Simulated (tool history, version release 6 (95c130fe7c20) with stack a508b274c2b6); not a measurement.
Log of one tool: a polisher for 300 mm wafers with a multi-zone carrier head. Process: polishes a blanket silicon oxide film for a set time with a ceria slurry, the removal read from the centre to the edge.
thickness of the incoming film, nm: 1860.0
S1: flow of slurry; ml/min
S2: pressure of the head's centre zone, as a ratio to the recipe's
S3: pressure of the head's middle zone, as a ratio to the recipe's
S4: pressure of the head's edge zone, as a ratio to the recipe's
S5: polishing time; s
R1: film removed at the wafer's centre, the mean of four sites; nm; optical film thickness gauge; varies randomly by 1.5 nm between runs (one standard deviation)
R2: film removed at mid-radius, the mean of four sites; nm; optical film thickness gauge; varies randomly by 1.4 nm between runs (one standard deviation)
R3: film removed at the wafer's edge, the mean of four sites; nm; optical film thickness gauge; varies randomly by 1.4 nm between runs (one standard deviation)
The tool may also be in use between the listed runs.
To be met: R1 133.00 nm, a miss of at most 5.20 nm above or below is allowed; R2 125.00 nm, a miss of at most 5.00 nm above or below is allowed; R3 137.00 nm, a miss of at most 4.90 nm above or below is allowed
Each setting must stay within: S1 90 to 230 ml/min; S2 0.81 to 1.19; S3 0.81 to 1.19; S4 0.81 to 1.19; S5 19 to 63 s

Run 1, hour 0.0: S1 150 ml/min, S2 1.00, S3 1.00, S4 1.00, S5 41 s. Result: R1 267.22 nm, R2 269.83 nm, R3 266.39 nm.
Run 2, hour 5.0: S1 150 ml/min, S2 1.00, S3 1.00, S4 1.08, S5 41 s. Result: R1 262.28 nm, R2 266.12 nm, R3 274.30 nm.
Run 3, hour 8.2: S1 135 ml/min, S2 0.98, S3 0.95, S4 1.02, S5 35 s. Result: R1 215.60 nm, R2 216.80 nm, R3 219.87 nm.
Run 4, hour 12.5: S1 135 ml/min, S2 0.98, S3 0.95, S4 1.02, S5 29 s. Result: R1 184.27 nm, R2 178.64 nm, R3 184.61 nm.
Run 5, hour 18.3: S1 105 ml/min, S2 0.98, S3 0.95, S4 1.02, S5 29 s. Result: R1 166.67 nm, R2 168.15 nm, R3 182.23 nm.
Run 6, hour 23.6: S1 130 ml/min, S2 0.98, S3 0.95, S4 1.02, S5 29 s. Result: R1 176.74 nm, R2 178.34 nm, R3 185.25 nm.
Run 7, hour 30.1: S1 125 ml/min, S2 0.98, S3 0.92, S4 1.00, S5 27 s. Result: R1 163.41 nm, R2 157.27 nm, R3 170.86 nm.
Run 8, hour 33.6: S1 125 ml/min, S2 0.97, S3 0.90, S4 0.96, S5 26 s. Result: R1 159.89 nm, R2 147.10 nm, R3 159.52 nm.
Run 9, hour 34.9: S1 120 ml/min, S2 0.94, S3 0.89, S4 0.93, S5 26 s. Result: R1 149.67 nm, R2 149.21 nm, R3 158.44 nm.
Run 10, hour 37.8: S1 115 ml/min, S2 0.94, S3 0.87, S4 0.91, S5 25 s. Result: R1 143.83 nm, R2 140.65 nm, R3 151.12 nm.
Run 11, hour 38.8: S1 110 ml/min, S2 0.94, S3 0.86, S4 0.89, S5 25 s. Result: R1 139.65 nm, R2 136.80 nm, R3 145.62 nm.
Run 12, hour 45.1: S1 105 ml/min, S2 0.94, S3 0.85, S4 0.88, S5 25 s. Result: R1 137.10 nm, R2 134.02 nm, R3 142.59 nm.
Run 13, hour 50.6: S1 100 ml/min, S2 0.94, S3 0.84, S4 0.88, S5 25 s. Result: R1 134.43 nm, R2 129.22 nm, R3 142.39 nm.
Run 14, hour 58.3: S1 100 ml/min, S2 0.94, S3 0.84, S4 0.87, S5 25 s. Result: R1 135.67 nm, R2 128.09 nm, R3 144.01 nm.
Run 15, hour 65.3: S1 100 ml/min, S2 0.94, S3 0.84, S4 0.86, S5 25 s. Result: R1 137.43 nm, R2 130.74 nm, R3 146.02 nm.

Which of these 4 next moves meets every target?
Run A, hour 72.3: S1 110 ml/min, S2 0.96, S3 0.85, S4 0.91, S5 23 s. Result: R1 ?, R2 ?, R3 ?.
Run B, hour 72.3: S1 90 ml/min, S2 0.88, S3 0.81, S4 0.94, S5 28 s. Result: R1 ?, R2 ?, R3 ?.
Run C, hour 72.3: S1 145 ml/min, S2 0.99, S3 0.96, S4 0.91, S5 22 s. Result: R1 ?, R2 ?, R3 ?.
Run D, hour 72.3: S1 135 ml/min, S2 0.99, S3 0.83, S4 0.88, S5 23 s. Result: R1 ?, R2 ?, R3 ?.

move      R1      R2      R3
   A  133.31  124.80  135.09
   B  140.35  139.40  161.49
   C  140.40  138.84  134.29
   D  144.44  127.97  137.16
A: all results land within tolerance of their targets
B: misses by more than the last run did
C: gets the furthest-off result to its target, but another result is out of tolerance
D: gets the furthest-off result to its target, but another result is out of tolerance
Go with A: it meets all targets.
